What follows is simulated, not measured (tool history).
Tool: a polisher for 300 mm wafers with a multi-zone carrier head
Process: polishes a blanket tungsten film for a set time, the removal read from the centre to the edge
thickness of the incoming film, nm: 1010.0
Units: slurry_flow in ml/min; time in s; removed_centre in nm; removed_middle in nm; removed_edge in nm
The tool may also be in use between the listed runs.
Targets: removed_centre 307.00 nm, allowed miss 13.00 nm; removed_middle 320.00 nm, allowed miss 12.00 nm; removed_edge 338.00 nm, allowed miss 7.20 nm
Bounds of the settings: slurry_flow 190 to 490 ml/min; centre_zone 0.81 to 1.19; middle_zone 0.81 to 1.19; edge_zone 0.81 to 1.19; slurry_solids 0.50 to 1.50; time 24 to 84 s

run,day,slurry_flow,centre_zone,middle_zone,edge_zone,slurry_solids,time,removed_centre,removed_middle,removed_edge
1,0.000,315,1.00,1.00,1.00,1.00,54,284.32,293.72,292.99
2,0.042,320,1.00,1.01,1.03,1.05,54,295.62,295.82,303.28
3,0.346,325,0.99,1.02,1.05,1.05,54,284.71,295.68,305.38
4,0.417,330,0.99,1.03,1.07,1.10,54,289.73,306.71,310.66
5,0.692,335,0.99,1.03,1.09,1.10,54,282.54,306.70,312.13
6,0.988,335,0.99,0.97,1.09,1.10,54,287.01,291.34,313.54
7,1.338,340,1.00,0.98,1.10,1.15,54,296.11,299.17,318.69
8,1.592,345,1.00,0.99,1.11,1.15,54,298.48,303.99,318.17
9,1.938,345,1.00,0.99,1.12,1.15,54,294.12,300.46,321.45

Which of these 4 next moves meets every target?
A,2.283,390,0.98,0.86,1.19,1.25,55,?,?,?
B,2.283,330,1.04,0.98,1.08,1.10,52,?,?,?
C,2.283,335,1.07,1.15,1.04,1.15,55,?,?,?
D,2.283,325,1.00,1.03,1.19,1.10,56,?,?,?

move,removed_centre,removed_middle,removed_edge
A,295.79,282.67,343.84
B,285.59,286.61,300.09
C,314.61,351.12,315.02
D,295.43,321.62,336.60
A: brings the result that was furthest off to its target, and leaves another outside
B: further off than the last run
C: further off than the last run
D: meets every target
Move D is the one to make.
